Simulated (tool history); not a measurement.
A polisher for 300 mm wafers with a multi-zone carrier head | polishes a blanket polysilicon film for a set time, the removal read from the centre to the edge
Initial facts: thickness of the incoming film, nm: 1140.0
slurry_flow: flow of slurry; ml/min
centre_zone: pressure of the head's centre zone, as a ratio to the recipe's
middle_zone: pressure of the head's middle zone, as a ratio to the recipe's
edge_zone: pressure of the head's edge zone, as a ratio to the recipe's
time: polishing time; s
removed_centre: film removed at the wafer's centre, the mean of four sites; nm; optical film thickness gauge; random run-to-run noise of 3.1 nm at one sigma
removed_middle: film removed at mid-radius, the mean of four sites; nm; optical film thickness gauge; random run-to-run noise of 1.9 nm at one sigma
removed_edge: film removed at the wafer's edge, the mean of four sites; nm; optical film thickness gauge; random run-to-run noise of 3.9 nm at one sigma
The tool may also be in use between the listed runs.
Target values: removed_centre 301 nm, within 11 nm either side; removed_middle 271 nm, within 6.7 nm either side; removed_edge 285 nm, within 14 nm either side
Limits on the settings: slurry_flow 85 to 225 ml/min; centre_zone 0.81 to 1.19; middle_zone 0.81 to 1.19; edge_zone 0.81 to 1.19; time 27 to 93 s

Run 1, hour 0: slurry_flow 145 ml/min, centre_zone 1, middle_zone 1, edge_zone 1, time 59 s. Result: removed_centre 307.55 nm, removed_middle 291.56 nm, removed_edge 305.11 nm.
Run 2, hour 8.7: slurry_flow 145 ml/min, centre_zone 1.06, middle_zone 1, edge_zone 1, time 59 s. Result: removed_centre 326.57 nm, removed_middle 289.35 nm, removed_edge 306.1 nm.
Run 3, hour 11.4: slurry_flow 180 ml/min, centre_zone 1.06, middle_zone 1, edge_zone 1, time 59 s. Result: removed_centre 332.46 nm, removed_middle 303.24 nm, removed_edge 321.27 nm.
Run 4, hour 18: slurry_flow 180 ml/min, centre_zone 1.06, middle_zone 1.08, edge_zone 1, time 59 s. Result: removed_centre 333.61 nm, removed_middle 321.54 nm, removed_edge 311.56 nm.
Run 5, hour 21.5: slurry_flow 180 ml/min, centre_zone 1.06, middle_zone 1.08, edge_zone 1, time 51 s. Result: removed_centre 293.79 nm, removed_middle 277.62 nm, removed_edge 270.49 nm.
Run 6, hour 28.9: slurry_flow 180 ml/min, centre_zone 1.06, middle_zone 1.08, edge_zone 0.95, time 51 s. Result: removed_centre 296.3 nm, removed_middle 274.33 nm, removed_edge 262.79 nm.
Run 7, hour 35: slurry_flow 180 ml/min, centre_zone 1.06, middle_zone 1.07, edge_zone 0.96, time 51 s. Result: removed_centre 293.76 nm, removed_middle 278.17 nm, removed_edge 265.2 nm.
Run 8, hour 38.2: slurry_flow 175 ml/min, centre_zone 1.1, middle_zone 0.97, edge_zone 1.06, time 52 s. Result: removed_centre 309.38 nm, removed_middle 260.15 nm, removed_edge 287.16 nm.
Run 9, hour 42.7: slurry_flow 175 ml/min, centre_zone 1.09, middle_zone 0.98, edge_zone 1.06, time 52 s. Result: removed_centre 303.93 nm, removed_middle 258.22 nm, removed_edge 280.01 nm.
Run 10, hour 43.7: slurry_flow 180 ml/min, centre_zone 1.08, middle_zone 0.99, edge_zone 1.06, time 52 s. Result: removed_centre 299 nm, removed_middle 264.84 nm, removed_edge 285.83 nm.

Which of these 5 next moves meets every target?
Run A, hour 44.7: slurry_flow 210 ml/min, centre_zone 1.06, middle_zone 0.95, edge_zone 1.16, time 52 s. Result: removed_centre ?, removed_middle ?, removed_edge ?.
Run B, hour 44.7: slurry_flow 130 ml/min, centre_zone 1.01, middle_zone 0.96, edge_zone 0.92, time 58 s. Result: removed_centre ?, removed_middle ?, removed_edge ?.
Run C, hour 44.7: slurry_flow 190 ml/min, centre_zone 1.09, middle_zone 0.95, edge_zone 1.06, time 52 s. Result: removed_centre ?, removed_middle ?, removed_edge ?.
Run D, hour 44.7: slurry_flow 175 ml/min, centre_zone 1.06, middle_zone 1.03, edge_zone 1.03, time 55 s. Result: removed_centre ?, removed_middle ?, removed_edge ?.
Run E, hour 44.7: slurry_flow 170 ml/min, centre_zone 1.02, middle_zone 0.91, edge_zone 1.05, time 54 s. Result: removed_centre ?, removed_middle ?, removed_edge ?.

move  removed_centre  removed_middle  removed_edge
   A          302.15          259.33        303.94
   B          297.38          272.72        287.87
   C          306.37          256.04        287.61
   D          311.37          286.77        297.18
   E          292.52          252.76        294.16
A: lands further from the targets than the last run did
B: in spec on every target
C: lands further from the targets than the last run did
D: moves the result that the last run missed by most past its target, out the other side
E: lands further from the targets than the last run did
The move that meets every target is B.
